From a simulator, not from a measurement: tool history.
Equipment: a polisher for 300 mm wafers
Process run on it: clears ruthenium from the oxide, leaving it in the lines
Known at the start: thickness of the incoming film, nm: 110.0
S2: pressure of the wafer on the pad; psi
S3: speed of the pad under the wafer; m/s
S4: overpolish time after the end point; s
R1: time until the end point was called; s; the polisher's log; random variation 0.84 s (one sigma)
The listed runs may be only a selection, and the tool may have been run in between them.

run 1 hour=0 | flow_of_slurry_(ml/min)=275 S2=2.5 S3=1.22 S4=14 | R1=60.562
run 2 hour=1.4 | flow_of_slurry_(ml/min)=275 S2=2.6 S3=1.22 S4=14 | R1=57.671
run 3 hour=8.8 | flow_of_slurry_(ml/min)=275 S2=2.7 S3=1.22 S4=14 | R1=55.051
run 4 hour=11.2 | flow_of_slurry_(ml/min)=275 S2=2.7 S3=1.06 S4=14 | R1=66.411
run 5 hour=15.8 | flow_of_slurry_(ml/min)=275 S2=2.9 S3=1.06 S4=14 | R1=61.349
run 6 hour=23.1 | flow_of_slurry_(ml/min)=275 S2=3 S3=1.06 S4=14 | R1=58.936

Run 7, settings as shown, results not yet in. Your forecast:
run 7 hour=29.1 | flow_of_slurry_(ml/min)=275 S2=3 S3=1.06 S4=14 | R1=?

{"run 7": {"R1": 58.025}}
